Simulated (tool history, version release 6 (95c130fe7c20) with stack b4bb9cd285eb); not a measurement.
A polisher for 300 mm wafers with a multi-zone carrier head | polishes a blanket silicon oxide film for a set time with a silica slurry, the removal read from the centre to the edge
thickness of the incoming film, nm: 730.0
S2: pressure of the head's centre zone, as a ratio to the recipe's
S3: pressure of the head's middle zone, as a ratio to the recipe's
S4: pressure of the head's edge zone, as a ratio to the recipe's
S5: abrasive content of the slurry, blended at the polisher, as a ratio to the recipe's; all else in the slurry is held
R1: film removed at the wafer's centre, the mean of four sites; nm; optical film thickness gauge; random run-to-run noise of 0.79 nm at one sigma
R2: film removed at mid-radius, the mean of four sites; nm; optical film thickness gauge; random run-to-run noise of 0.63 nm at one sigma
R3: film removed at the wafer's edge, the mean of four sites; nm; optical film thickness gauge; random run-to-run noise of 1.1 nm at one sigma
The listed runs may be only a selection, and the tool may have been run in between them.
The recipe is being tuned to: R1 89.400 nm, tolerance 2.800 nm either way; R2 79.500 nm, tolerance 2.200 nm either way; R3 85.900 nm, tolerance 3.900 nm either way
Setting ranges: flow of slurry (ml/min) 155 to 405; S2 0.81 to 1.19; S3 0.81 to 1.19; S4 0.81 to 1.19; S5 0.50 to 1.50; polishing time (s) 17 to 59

{"run": 1, "hour": 0.0, "flow of slurry (ml/min)": 260, "S2": 1.0, "S3": 1.0, "S4": 1.0, "S5": 1.0, "polishing time (s)": 38, "R1": 132.26, "R2": 137.37, "R3": 128.58}
{"run": 2, "hour": 2.5, "flow of slurry (ml/min)": 260, "S2": 1.0, "S3": 1.0, "S4": 1.0, "S5": 0.95, "polishing time (s)": 38, "R1": 130.06, "R2": 133.77, "R3": 126.66}
{"run": 3, "hour": 5.4, "flow of slurry (ml/min)": 260, "S2": 1.06, "S3": 1.0, "S4": 1.0, "S5": 0.95, "polishing time (s)": 38, "R1": 133.82, "R2": 134.69, "R3": 132.69}
{"run": 4, "hour": 6.0, "flow of slurry (ml/min)": 260, "S2": 1.06, "S3": 1.0, "S4": 1.0, "S5": 0.95, "polishing time (s)": 46, "R1": 163.5, "R2": 164.13, "R3": 154.81}
{"run": 5, "hour": 13.5, "flow of slurry (ml/min)": 260, "S2": 1.06, "S3": 0.91, "S4": 1.0, "S5": 0.95, "polishing time (s)": 46, "R1": 161.21, "R2": 149.15, "R3": 154.83}
{"run": 6, "hour": 21.2, "flow of slurry (ml/min)": 260, "S2": 1.06, "S3": 0.91, "S4": 1.0, "S5": 0.95, "polishing time (s)": 43, "R1": 151.06, "R2": 139.75, "R3": 143.12}
{"run": 7, "hour": 25.4, "flow of slurry (ml/min)": 250, "S2": 1.04, "S3": 0.88, "S4": 0.98, "S5": 0.8, "polishing time (s)": 40, "R1": 132.65, "R2": 120.94, "R3": 128.38}
{"run": 8, "hour": 26.6, "flow of slurry (ml/min)": 250, "S2": 1.03, "S3": 0.86, "S4": 0.95, "S5": 0.7, "polishing time (s)": 36, "R1": 113.16, "R2": 103.1, "R3": 109.17}
{"run": 9, "hour": 31.3, "flow of slurry (ml/min)": 245, "S2": 1.03, "S3": 0.84, "S4": 0.93, "S5": 0.65, "polishing time (s)": 34, "R1": 105.84, "R2": 93.695, "R3": 99.538}
{"run": 10, "hour": 37.1, "flow of slurry (ml/min)": 235, "S2": 1.02, "S3": 0.83, "S4": 0.92, "S5": 0.6, "polishing time (s)": 33, "R1": 97.375, "R2": 84.295, "R3": 95.16}
{"run": 11, "hour": 45.4, "flow of slurry (ml/min)": 230, "S2": 1.01, "S3": 0.85, "S4": 0.89, "S5": 0.6, "polishing time (s)": 33, "R1": 96.339, "R2": 86.901, "R3": 89.396}

Of the 5 settings listed for the next run, only one would bring every result within its allowed miss of target. Which one?
{"run": "A", "hour": 53.7, "flow of slurry (ml/min)": 240, "S2": 0.99, "S3": 0.81, "S4": 0.87, "S5": 0.65, "polishing time (s)": 30, "R1": "?", "R2": "?", "R3": "?"}
{"run": "B", "hour": 53.7, "flow of slurry (ml/min)": 300, "S2": 0.95, "S3": 0.85, "S4": 0.85, "S5": 0.6, "polishing time (s)": 31, "R1": "?", "R2": "?", "R3": "?"}
{"run": "C", "hour": 53.7, "flow of slurry (ml/min)": 280, "S2": 0.89, "S3": 0.87, "S4": 0.97, "S5": 0.55, "polishing time (s)": 33, "R1": "?", "R2": "?", "R3": "?"}
{"run": "D", "hour": 53.7, "flow of slurry (ml/min)": 155, "S2": 1.17, "S3": 0.96, "S4": 0.88, "S5": 0.5, "polishing time (s)": 31, "R1": "?", "R2": "?", "R3": "?"}
{"run": "E", "hour": 53.7, "flow of slurry (ml/min)": 230, "S2": 1.19, "S3": 0.81, "S4": 0.84, "S5": 0.55, "polishing time (s)": 32, "R1": "?", "R2": "?", "R3": "?"}

move=A R1=88.662 R2=78.812 R3=85.283
move=B R1=89.258 R2=85.040 R3=86.921
move=C R1=87.358 R2=89.394 R3=95.400
move=D R1=89.473 R2=80.508 R3=77.596
move=E R1=104.150 R2=79.658 R3=85.045
A: in spec on every target
B: closes in on the targets versus the last run, not all within tolerance yet
C: lands further from the targets than the last run did
D: the worst result of the last run now meets its target, but another is out of spec
E: the worst result of the last run now meets its target, but another is out of spec
Go with A: it meets all targets.

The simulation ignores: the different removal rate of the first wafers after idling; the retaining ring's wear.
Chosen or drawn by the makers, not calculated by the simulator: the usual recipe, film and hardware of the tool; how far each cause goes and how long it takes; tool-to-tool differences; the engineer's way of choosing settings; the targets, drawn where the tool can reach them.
